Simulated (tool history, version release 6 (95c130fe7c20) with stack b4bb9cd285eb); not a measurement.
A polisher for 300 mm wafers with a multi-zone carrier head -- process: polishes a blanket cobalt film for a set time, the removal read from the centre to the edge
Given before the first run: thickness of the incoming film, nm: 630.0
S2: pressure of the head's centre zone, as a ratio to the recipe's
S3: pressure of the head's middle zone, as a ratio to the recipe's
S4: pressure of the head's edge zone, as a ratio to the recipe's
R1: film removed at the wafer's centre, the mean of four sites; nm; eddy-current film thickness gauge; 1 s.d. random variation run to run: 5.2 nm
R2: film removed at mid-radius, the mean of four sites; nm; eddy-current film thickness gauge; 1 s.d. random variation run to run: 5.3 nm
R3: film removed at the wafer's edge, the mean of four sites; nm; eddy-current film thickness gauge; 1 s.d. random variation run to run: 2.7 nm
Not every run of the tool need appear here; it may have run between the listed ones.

run 1 hour=0 | flow_of_slurry_(ml/min)=265 S2=1 S3=1 S4=1 polishing_time_(s)=43 | R1=248.84 R2=254.49 R3=236.77
run 2 hour=4.1 | flow_of_slurry_(ml/min)=270 S2=1.02 S3=1.02 S4=1.01 polishing_time_(s)=45 | R1=259.45 R2=263.33 R3=250.96
run 3 hour=6.4 | flow_of_slurry_(ml/min)=275 S2=1.03 S3=1.03 S4=0.99 polishing_time_(s)=47 | R1=282.69 R2=276.99 R3=254.21
run 4 hour=15.4 | flow_of_slurry_(ml/min)=275 S2=1.03 S3=1.11 S4=0.99 polishing_time_(s)=47 | R1=281.48 R2=295.61 R3=258.54
run 5 hour=18.8 | flow_of_slurry_(ml/min)=275 S2=0.95 S3=1.11 S4=0.99 polishing_time_(s)=47 | R1=254.64 R2=297.14 R3=254.84
run 6 hour=22 | flow_of_slurry_(ml/min)=275 S2=0.95 S3=1.11 S4=1.07 polishing_time_(s)=47 | R1=257.77 R2=299.92 R3=269.36

Expected results for the next run?
run 7 hour=26.6 | flow_of_slurry_(ml/min)=320 S2=1.05 S3=1.18 S4=1.16 polishing_time_(s)=53 | R1=? R2=? R3=?

For run 7 the tool returned R1 317.87 nm, R2 357.5 nm, R3 319.24 nm.
